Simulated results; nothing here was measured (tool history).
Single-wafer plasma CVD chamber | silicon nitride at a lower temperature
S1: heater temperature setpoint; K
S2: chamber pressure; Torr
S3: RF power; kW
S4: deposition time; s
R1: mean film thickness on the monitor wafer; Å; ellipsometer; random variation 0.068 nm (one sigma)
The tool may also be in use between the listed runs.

{"run": 1, "hour": 0.0, "S1": 613.15, "S2": 1.35, "S3": 0.28, "S4": 11.3, "R1": 118.98}
{"run": 2, "hour": 1.1, "S1": 621.15, "S2": 1.35, "S3": 0.28, "S4": 11.3, "R1": 117.96}
{"run": 3, "hour": 3.6, "S1": 621.15, "S2": 1.4, "S3": 0.285, "S4": 11.3, "R1": 119.81}
{"run": 4, "hour": 7.3, "S1": 621.15, "S2": 1.44, "S3": 0.29, "S4": 11.3, "R1": 123.28}
{"run": 5, "hour": 13.8, "S1": 621.15, "S2": 1.61, "S3": 0.29, "S4": 11.3, "R1": 126.88}
{"run": 6, "hour": 18.1, "S1": 627.15, "S2": 1.61, "S3": 0.29, "S4": 11.3, "R1": 127.01}
{"run": 7, "hour": 21.2, "S1": 627.15, "S2": 1.63, "S3": 0.29, "S4": 11.3, "R1": 126.55}

Forecast run 8:
{"run": 8, "hour": 30.2, "S1": 627.15, "S2": 1.65, "S3": 0.295, "S4": 11.3, "R1": "?"}

R1: 129.77 Å
